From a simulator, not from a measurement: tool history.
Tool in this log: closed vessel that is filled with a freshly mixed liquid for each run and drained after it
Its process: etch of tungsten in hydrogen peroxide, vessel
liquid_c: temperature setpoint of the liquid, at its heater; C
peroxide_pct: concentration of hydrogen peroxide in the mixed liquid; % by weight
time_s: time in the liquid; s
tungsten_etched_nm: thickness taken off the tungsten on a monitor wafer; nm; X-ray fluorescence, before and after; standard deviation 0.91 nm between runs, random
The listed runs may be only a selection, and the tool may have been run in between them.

run    day  liquid_c  peroxide_pct  time_s  tungsten_etched_nm
  1      0        55            17      30              110.11
  2  0.333        60            17      30              147.27
  3  0.625        60          15.5      30              140.43
  4  1.008      61.5          15.5      30              152.17
  5  1.367        58          15.5      30              126.25
  6  1.608        58            17      30               131.2
  7  1.758        60            17      30              148.03

For run 8, what comes out?
  8  1.821      64.5            17      30                   ?

For run 8 the tool returned tungsten_etched_nm 190.98 nm.
